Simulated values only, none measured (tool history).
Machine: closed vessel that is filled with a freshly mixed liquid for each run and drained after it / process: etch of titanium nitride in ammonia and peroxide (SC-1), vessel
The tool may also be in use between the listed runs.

run  hour  temperature setpoint of the liquid (K)  parts of water to one part of 30 % peroxide (parts by volume)  parts of 29 % ammonia solution to one part of 30 % peroxide (parts by volume)  time in the liquid (s)  thickness taken off the titanium nitride on a monitor wafer (nm)
  1     0                                  320.15                                                             19                                                                            0.7                    1220                                                            60.889
  2   8.1                                  320.15                                                             22                                                                            0.7                    1220                                                            56.057
  3  11.7                                  320.15                                                             22                                                                            0.7                    1300                                                            60.063
  4  16.2                                  318.15                                                             22                                                                            0.7                    1300                                                             51.92
  5  20.4                                  316.65                                                             22                                                                            0.7                    1300                                                            46.502
  6  29.6                                  316.65                                                             22                                                                            0.7                    1300                                                            46.712
  7  37.2                                  315.65                                                             22                                                                            0.7                    1300                                                            43.207
  8  38.6                                  314.65                                                             22                                                                            0.7                    1300                                                            40.289
  9  40.5                                  314.15                                                             22                                                                            0.7                    1300                                                            38.728

Forecast run 10:
 10  45.1                                  313.65                                                             22                                                                            0.7                    1300                                                                 ?

thickness taken off the titanium nitride on a monitor wafer (nm): 37.295

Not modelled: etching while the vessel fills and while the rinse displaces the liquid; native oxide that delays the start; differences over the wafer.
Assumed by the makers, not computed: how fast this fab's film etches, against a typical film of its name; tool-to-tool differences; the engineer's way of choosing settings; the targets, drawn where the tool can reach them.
